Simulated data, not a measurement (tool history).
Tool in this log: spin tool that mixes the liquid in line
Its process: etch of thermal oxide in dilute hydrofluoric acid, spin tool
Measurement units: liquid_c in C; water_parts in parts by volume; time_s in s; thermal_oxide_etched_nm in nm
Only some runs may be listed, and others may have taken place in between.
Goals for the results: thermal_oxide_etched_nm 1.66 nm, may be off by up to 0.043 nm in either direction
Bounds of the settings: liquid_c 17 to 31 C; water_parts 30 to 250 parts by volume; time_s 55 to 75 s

run	hour	liquid_c	water_parts	time_s	thermal_oxide_etched_nm
1	0	23	140	75	2.1648
2	4.6	26	140	75	2.4316
3	12.7	23	140	75	2.1771
4	19.3	23	105	75	2.9907
5	27.2	21.5	115	75	2.5408
6	28.2	21.5	85	75	3.5202
7	34.3	20.5	100	75	2.8615
8	37.6	19.5	110	75	2.473
9	46.7	19	115	75	2.289
10	50.5	18.5	120	75	2.1395
11	51.4	18	125	75	1.9967
12	55.8	18	130	75	1.9358
13	60.4	18	135	75	1.844
14	63.4	17.5	140	75	1.7173

Consider the 5 candidate settings below. Which is the only one whose results all fall within their allowed miss of target?
A	66.4	17.5	115	55	?
B	66.4	17	100	55	?
C	66.4	17	115	55	?
D	66.4	17.5	145	75	?
E	66.4	18	140	75	?

move	thermal_oxide_etched_nm
A	1.5847
B	1.8106
C	1.5514
D	1.665
E	1.7692
A: the result that was furthest off in the last run now lies on the other side of its target
B: the biggest miss grows against the last run
C: the result that was furthest off in the last run now lies on the other side of its target
D: every result within its allowed miss
E: the biggest miss grows against the last run
D meets every target.

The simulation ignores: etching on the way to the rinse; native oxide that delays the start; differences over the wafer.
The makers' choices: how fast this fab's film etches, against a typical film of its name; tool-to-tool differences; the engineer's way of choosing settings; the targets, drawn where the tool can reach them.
